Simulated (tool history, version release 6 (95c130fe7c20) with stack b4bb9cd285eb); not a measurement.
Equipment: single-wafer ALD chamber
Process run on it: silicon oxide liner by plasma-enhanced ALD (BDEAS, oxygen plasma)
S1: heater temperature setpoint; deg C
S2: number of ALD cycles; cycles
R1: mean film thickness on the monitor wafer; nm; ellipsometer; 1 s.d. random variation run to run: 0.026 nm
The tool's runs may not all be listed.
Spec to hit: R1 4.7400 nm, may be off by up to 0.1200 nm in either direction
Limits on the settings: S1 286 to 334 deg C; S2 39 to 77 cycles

{"run": 1, "hour": 0.0, "S1": 310, "S2": 58, "R1": 5.4066}
{"run": 2, "hour": 2.3, "S1": 310, "S2": 57, "R1": 5.3683}
{"run": 3, "hour": 5.6, "S1": 310, "S2": 56, "R1": 5.2792}
{"run": 4, "hour": 8.2, "S1": 302, "S2": 56, "R1": 5.3721}
{"run": 5, "hour": 13.2, "S1": 303, "S2": 55, "R1": 5.2041}
{"run": 6, "hour": 19.8, "S1": 303, "S2": 63, "R1": 5.9969}
{"run": 7, "hour": 22.8, "S1": 303, "S2": 61, "R1": 5.7681}
{"run": 8, "hour": 26.5, "S1": 303, "S2": 60, "R1": 5.7245}
{"run": 9, "hour": 29.5, "S1": 303, "S2": 59, "R1": 5.563}
{"run": 10, "hour": 32.8, "S1": 303, "S2": 58, "R1": 5.5099}
{"run": 11, "hour": 35.5, "S1": 303, "S2": 57, "R1": 5.4115}
{"run": 12, "hour": 37.2, "S1": 303, "S2": 56, "R1": 5.3234}
{"run": 13, "hour": 44.4, "S1": 304, "S2": 48, "R1": 4.5753}
{"run": 14, "hour": 45.4, "S1": 304, "S2": 48, "R1": 4.5792}

Below are 5 possible settings for the next run. Only one of them brings all results inside the allowed miss of their targets. Which is it?
{"run": "A", "hour": 46.4, "S1": 294, "S2": 46, "R1": "?"}
{"run": "B", "hour": 46.4, "S1": 303, "S2": 47, "R1": "?"}
{"run": "C", "hour": 46.4, "S1": 302, "S2": 50, "R1": "?"}
{"run": "D", "hour": 46.4, "S1": 307, "S2": 47, "R1": "?"}
{"run": "E", "hour": 46.4, "S1": 316, "S2": 48, "R1": "?"}

move=A R1=4.5026
move=B R1=4.4534
move=C R1=4.7452
move=D R1=4.4249
move=E R1=4.4536
A: further off than the last run
B: further off than the last run
C: hits every target within its allowed miss
D: further off than the last run
E: further off than the last run
Go with C: it meets all targets.
